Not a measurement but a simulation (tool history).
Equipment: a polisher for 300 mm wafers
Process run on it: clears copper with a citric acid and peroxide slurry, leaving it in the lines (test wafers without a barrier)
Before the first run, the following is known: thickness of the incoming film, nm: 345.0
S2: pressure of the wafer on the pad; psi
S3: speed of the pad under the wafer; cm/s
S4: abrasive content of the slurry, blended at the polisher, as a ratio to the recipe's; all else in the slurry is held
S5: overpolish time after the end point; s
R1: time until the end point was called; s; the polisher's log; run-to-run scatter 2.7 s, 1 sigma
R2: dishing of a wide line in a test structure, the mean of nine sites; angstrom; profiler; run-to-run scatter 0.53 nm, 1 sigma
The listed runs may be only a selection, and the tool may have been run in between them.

run 1 hour=0.0 | flow_of_slurry_(ml/min)=260 S2=3.0 S3=132 S4=1.0 S5=16 | R1=111.32 R2=363.10
run 2 hour=6.2 | flow_of_slurry_(ml/min)=260 S2=2.7 S3=126 S4=1.0 S5=17 | R1=130.22 R2=342.45
run 3 hour=11.0 | flow_of_slurry_(ml/min)=260 S2=2.5 S3=122 S4=1.0 S5=17 | R1=140.39 R2=300.92
run 4 hour=13.6 | flow_of_slurry_(ml/min)=260 S2=2.5 S3=94 S4=1.0 S5=17 | R1=174.56 R2=246.26
run 5 hour=19.2 | flow_of_slurry_(ml/min)=260 S2=2.3 S3=94 S4=1.0 S5=18 | R1=194.53 R2=240.95
run 6 hour=20.0 | flow_of_slurry_(ml/min)=260 S2=2.3 S3=94 S4=1.0 S5=24 | R1=189.91 R2=322.55
run 7 hour=28.7 | flow_of_slurry_(ml/min)=260 S2=2.2 S3=94 S4=1.0 S5=24 | R1=198.88 R2=303.35
run 8 hour=31.5 | flow_of_slurry_(ml/min)=260 S2=2.1 S3=94 S4=1.0 S5=24 | R1=212.39 R2=289.82
run 9 hour=38.6 | flow_of_slurry_(ml/min)=260 S2=2.0 S3=94 S4=1.0 S5=24 | R1=219.62 R2=288.53
run 10 hour=42.3 | flow_of_slurry_(ml/min)=260 S2=2.0 S3=94 S4=1.0 S5=23 | R1=218.51 R2=261.46

Run 11, settings as shown, results not yet in. Your forecast:
run 11 hour=48.1 | flow_of_slurry_(ml/min)=260 S2=1.6 S3=94 S4=1.0 S5=22 | R1=? R2=?

Run 11 measured R1 269.32 s, R2 214.79 angstrom.
